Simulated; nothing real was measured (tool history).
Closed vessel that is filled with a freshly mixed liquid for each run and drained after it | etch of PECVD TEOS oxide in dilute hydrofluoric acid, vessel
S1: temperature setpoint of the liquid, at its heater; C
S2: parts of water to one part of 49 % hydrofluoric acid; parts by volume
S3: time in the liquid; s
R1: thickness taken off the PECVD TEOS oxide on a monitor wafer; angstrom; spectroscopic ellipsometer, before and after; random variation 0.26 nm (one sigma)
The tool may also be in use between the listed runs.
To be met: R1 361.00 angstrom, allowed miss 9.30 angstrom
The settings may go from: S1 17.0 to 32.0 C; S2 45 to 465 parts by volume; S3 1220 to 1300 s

{"run": 1, "hour": 0.0, "S1": 24.0, "S2": 255, "S3": 1220, "R1": 565.18}
{"run": 2, "hour": 3.5, "S1": 24.0, "S2": 310, "S3": 1220, "R1": 440.47}
{"run": 3, "hour": 4.9, "S1": 24.0, "S2": 310, "S3": 1300, "R1": 464.41}
{"run": 4, "hour": 14.3, "S1": 24.0, "S2": 310, "S3": 1300, "R1": 468.39}
{"run": 5, "hour": 19.9, "S1": 24.0, "S2": 260, "S3": 1300, "R1": 588.86}
{"run": 6, "hour": 23.6, "S1": 22.0, "S2": 280, "S3": 1300, "R1": 493.54}
{"run": 7, "hour": 26.3, "S1": 22.0, "S2": 280, "S3": 1300, "R1": 501.79}
{"run": 8, "hour": 35.2, "S1": 22.0, "S2": 280, "S3": 1300, "R1": 495.2}
{"run": 9, "hour": 37.0, "S1": 20.5, "S2": 285, "S3": 1300, "R1": 470.07}
{"run": 10, "hour": 38.3, "S1": 19.5, "S2": 295, "S3": 1300, "R1": 425.63}
{"run": 11, "hour": 47.7, "S1": 19.0, "S2": 300, "S3": 1300, "R1": 410.61}
{"run": 12, "hour": 52.8, "S1": 18.5, "S2": 305, "S3": 1300, "R1": 396.6}
{"run": 13, "hour": 61.4, "S1": 18.0, "S2": 310, "S3": 1300, "R1": 376.74}
{"run": 14, "hour": 63.6, "S1": 17.5, "S2": 310, "S3": 1300, "R1": 373.97}

Which of these 4 next moves meets every target?
{"run": "A", "hour": 65.8, "S1": 17.5, "S2": 285, "S3": 1220, "R1": "?"}
{"run": "B", "hour": 65.8, "S1": 17.0, "S2": 325, "S3": 1295, "R1": "?"}
{"run": "C", "hour": 65.8, "S1": 17.5, "S2": 320, "S3": 1300, "R1": "?"}
{"run": "D", "hour": 65.8, "S1": 17.0, "S2": 285, "S3": 1250, "R1": "?"}

move=A R1=387.43
move=B R1=342.25
move=C R1=356.99
move=D R1=389.47
A: further off than the last run
B: takes the result that was furthest off past its target
C: meets every target
D: further off than the last run
Move C is the one to make.

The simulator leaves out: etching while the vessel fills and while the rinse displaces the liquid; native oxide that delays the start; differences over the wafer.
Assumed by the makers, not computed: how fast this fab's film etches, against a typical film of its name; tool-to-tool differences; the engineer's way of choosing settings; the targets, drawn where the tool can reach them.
